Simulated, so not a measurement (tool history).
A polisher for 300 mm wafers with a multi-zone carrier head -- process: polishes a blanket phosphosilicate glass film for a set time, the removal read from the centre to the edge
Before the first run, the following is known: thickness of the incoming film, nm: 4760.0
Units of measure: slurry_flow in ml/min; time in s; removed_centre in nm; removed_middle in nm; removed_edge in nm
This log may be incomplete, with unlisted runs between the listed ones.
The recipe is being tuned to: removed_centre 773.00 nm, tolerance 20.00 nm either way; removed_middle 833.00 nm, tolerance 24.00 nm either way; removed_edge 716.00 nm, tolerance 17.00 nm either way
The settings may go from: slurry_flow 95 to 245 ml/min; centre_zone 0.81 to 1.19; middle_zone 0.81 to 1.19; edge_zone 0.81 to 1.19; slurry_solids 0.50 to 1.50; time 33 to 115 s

Run 1, hour 0.0: slurry_flow 155 ml/min, centre_zone 1.00, middle_zone 1.00, edge_zone 1.00, slurry_solids 1.00, time 73 s. Result: removed_centre 498.05 nm, removed_middle 494.95 nm, removed_edge 529.64 nm.
Run 2, hour 4.6: slurry_flow 180 ml/min, centre_zone 1.02, middle_zone 1.06, edge_zone 0.99, slurry_solids 1.15, time 74 s. Result: removed_centre 569.05 nm, removed_middle 575.08 nm, removed_edge 576.28 nm.
Run 3, hour 10.9: slurry_flow 195 ml/min, centre_zone 1.03, middle_zone 1.10, edge_zone 0.98, slurry_solids 1.25, time 75 s. Result: removed_centre 619.52 nm, removed_middle 635.46 nm, removed_edge 614.76 nm.
Run 4, hour 14.3: slurry_flow 195 ml/min, centre_zone 1.03, middle_zone 1.10, edge_zone 0.98, slurry_solids 1.10, time 75 s. Result: removed_centre 584.03 nm, removed_middle 604.86 nm, removed_edge 573.85 nm.
Run 5, hour 17.3: slurry_flow 195 ml/min, centre_zone 1.03, middle_zone 1.10, edge_zone 0.98, slurry_solids 1.10, time 65 s. Result: removed_centre 504.07 nm, removed_middle 525.47 nm, removed_edge 497.48 nm.
Run 6, hour 23.7: slurry_flow 155 ml/min, centre_zone 1.03, middle_zone 1.10, edge_zone 0.98, slurry_solids 1.10, time 65 s. Result: removed_centre 483.59 nm, removed_middle 496.33 nm, removed_edge 488.72 nm.
Run 7, hour 27.0: slurry_flow 180 ml/min, centre_zone 1.03, middle_zone 1.13, edge_zone 0.97, slurry_solids 1.25, time 69 s. Result: removed_centre 561.56 nm, removed_middle 590.56 nm, removed_edge 559.22 nm.
Run 8, hour 33.7: slurry_flow 200 ml/min, centre_zone 1.04, middle_zone 1.15, edge_zone 0.96, slurry_solids 1.35, time 72 s. Result: removed_centre 629.38 nm, removed_middle 652.09 nm, removed_edge 603.31 nm.
Run 9, hour 38.9: slurry_flow 215 ml/min, centre_zone 1.03, middle_zone 1.16, edge_zone 0.94, slurry_solids 1.40, time 75 s. Result: removed_centre 669.66 nm, removed_middle 706.92 nm, removed_edge 638.61 nm.
Run 10, hour 42.7: slurry_flow 245 ml/min, centre_zone 1.04, middle_zone 1.19, edge_zone 0.91, slurry_solids 1.50, time 81 s. Result: removed_centre 746.70 nm, removed_middle 810.07 nm, removed_edge 703.03 nm.

Exactly one of the 5 candidate moves below puts every result within its allowed miss. Which one?
Run A, hour 46.5: slurry_flow 195 ml/min, centre_zone 0.99, middle_zone 1.13, edge_zone 0.89, slurry_solids 1.20, time 93 s. Result: removed_centre ?, removed_middle ?, removed_edge ?.
Run B, hour 46.5: slurry_flow 245 ml/min, centre_zone 1.02, middle_zone 1.19, edge_zone 0.93, slurry_solids 1.50, time 80 s. Result: removed_centre ?, removed_middle ?, removed_edge ?.
Run C, hour 46.5: slurry_flow 245 ml/min, centre_zone 1.02, middle_zone 1.19, edge_zone 0.90, slurry_solids 1.50, time 81 s. Result: removed_centre ?, removed_middle ?, removed_edge ?.
Run D, hour 46.5: slurry_flow 225 ml/min, centre_zone 1.04, middle_zone 1.17, edge_zone 0.87, slurry_solids 1.50, time 84 s. Result: removed_centre ?, removed_middle ?, removed_edge ?.
Run E, hour 46.5: slurry_flow 245 ml/min, centre_zone 1.13, middle_zone 1.19, edge_zone 0.93, slurry_solids 1.45, time 78 s. Result: removed_centre ?, removed_middle ?, removed_edge ?.

move  removed_centre  removed_middle  removed_edge
   A          734.03          794.34        703.85
   B          738.41          807.29        692.70
   C          747.64          817.42        690.45
   D          781.06          826.32        699.16
   E          788.00          776.62        666.77
A: lands further from the targets than the last run did
B: lands further from the targets than the last run did
C: lands further from the targets than the last run did
D: every result within its allowed miss
E: corrects the largest miss of the last run, while another result sits out of spec
Correct choice: D, which meets every target
